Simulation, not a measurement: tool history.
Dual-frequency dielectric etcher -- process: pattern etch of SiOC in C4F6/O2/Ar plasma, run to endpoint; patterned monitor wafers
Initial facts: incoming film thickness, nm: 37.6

run	hour	bias power (W)	source power (W)	endpoint time (s)
1	0	536	340	14.26
2	5.1	467	340	14.906
3	10.2	556	340	14.105
4	16.6	556	290	14.84
5	22.5	556	340	13.93
6	26.1	523	340	14.381
7	29.1	497	340	14.716
8	33.4	478	340	14.867
9	39.5	461	340	14.981
10	43.5	446	340	15.229
11	49.9	436	340	15.375

Run 12, settings as shown, results not yet in. Your forecast:
12	58.6	429	340	?

{"run 12": {"endpoint time (s)": 15.372}}
